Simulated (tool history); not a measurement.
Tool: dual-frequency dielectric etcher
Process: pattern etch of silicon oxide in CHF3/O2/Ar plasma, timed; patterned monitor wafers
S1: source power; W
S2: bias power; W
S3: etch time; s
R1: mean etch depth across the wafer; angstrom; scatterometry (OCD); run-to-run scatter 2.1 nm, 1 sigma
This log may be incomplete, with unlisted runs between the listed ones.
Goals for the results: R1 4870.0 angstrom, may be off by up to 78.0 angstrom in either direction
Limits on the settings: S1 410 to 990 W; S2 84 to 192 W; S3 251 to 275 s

run	hour	S1	S2	S3	R1
1	0.0	700	138	275	5447.9
2	5.4	790	138	275	5825.0
3	9.3	760	137	275	5745.8
4	13.3	730	136	275	5579.8
5	22.0	730	126	275	5511.6
6	30.2	710	125	275	5410.6
7	33.9	690	124	275	5347.3
8	34.4	670	123	275	5232.8
9	36.7	660	123	275	5171.5
10	41.9	650	123	275	5131.6
11	50.9	640	123	275	5102.5
12	52.9	630	123	275	5065.3
13	61.3	620	123	275	4971.8
14	62.2	610	123	275	4954.6

Of the 4 settings listed for the next run, only one would bring every result within its allowed miss of target. Which one?
A	63.1	620	122	269	?
B	63.1	660	145	267	?
C	63.1	660	132	269	?
D	63.1	650	154	260	?

move	R1
A	4876.7
B	5153.8
C	5112.0
D	5029.5
A: each result inside its tolerance
B: the biggest miss grows against the last run
C: the biggest miss grows against the last run
D: the biggest miss grows against the last run
A is the move that brings every result within its allowed miss.
